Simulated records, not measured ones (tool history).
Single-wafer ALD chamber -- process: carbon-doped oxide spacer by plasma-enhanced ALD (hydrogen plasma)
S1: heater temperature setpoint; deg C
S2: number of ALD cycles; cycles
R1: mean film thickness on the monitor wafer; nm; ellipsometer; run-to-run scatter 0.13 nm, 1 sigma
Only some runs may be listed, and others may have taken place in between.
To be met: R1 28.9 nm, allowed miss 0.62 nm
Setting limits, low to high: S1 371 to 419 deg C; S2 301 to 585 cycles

{"run": 1, "hour": 0.0, "S1": 395, "S2": 443, "R1": 22.91}
{"run": 2, "hour": 6.3, "S1": 395, "S2": 414, "R1": 21.501}
{"run": 3, "hour": 8.3, "S1": 399, "S2": 414, "R1": 21.446}
{"run": 4, "hour": 13.2, "S1": 399, "S2": 435, "R1": 22.621}
{"run": 5, "hour": 15.5, "S1": 399, "S2": 451, "R1": 23.503}
{"run": 6, "hour": 19.2, "S1": 399, "S2": 404, "R1": 21.106}
{"run": 7, "hour": 20.4, "S1": 398, "S2": 475, "R1": 24.521}
{"run": 8, "hour": 27.7, "S1": 398, "S2": 487, "R1": 25.22}
{"run": 9, "hour": 30.6, "S1": 398, "S2": 497, "R1": 25.852}
{"run": 10, "hour": 38.0, "S1": 398, "S2": 505, "R1": 26.265}
{"run": 11, "hour": 46.0, "S1": 398, "S2": 512, "R1": 26.843}
{"run": 12, "hour": 48.2, "S1": 398, "S2": 517, "R1": 26.902}
{"run": 13, "hour": 49.5, "S1": 398, "S2": 522, "R1": 27.348}
{"run": 14, "hour": 52.4, "S1": 398, "S2": 526, "R1": 27.43}
{"run": 15, "hour": 59.3, "S1": 398, "S2": 530, "R1": 27.547}
{"run": 16, "hour": 63.1, "S1": 398, "S2": 534, "R1": 27.797}
{"run": 17, "hour": 66.7, "S1": 398, "S2": 534, "R1": 27.742}
{"run": 18, "hour": 69.6, "S1": 398, "S2": 537, "R1": 27.934}
{"run": 19, "hour": 74.0, "S1": 398, "S2": 540, "R1": 28.15}
{"run": 20, "hour": 77.1, "S1": 398, "S2": 542, "R1": 28.292}

4 next moves are on the table. One of them brings every result within its allowed miss. Which?
{"run": "A", "hour": 80.2, "S1": 409, "S2": 538, "R1": "?"}
{"run": "B", "hour": 80.2, "S1": 406, "S2": 563, "R1": "?"}
{"run": "C", "hour": 80.2, "S1": 398, "S2": 519, "R1": "?"}
{"run": "D", "hour": 80.2, "S1": 408, "S2": 531, "R1": "?"}

move=A R1=27.176
move=B R1=28.705
move=C R1=26.957
move=D R1=26.906
A: lands further from the targets than the last run did
B: every result lands within tolerance
C: lands further from the targets than the last run did
D: lands further from the targets than the last run did
Move B is the one to make.
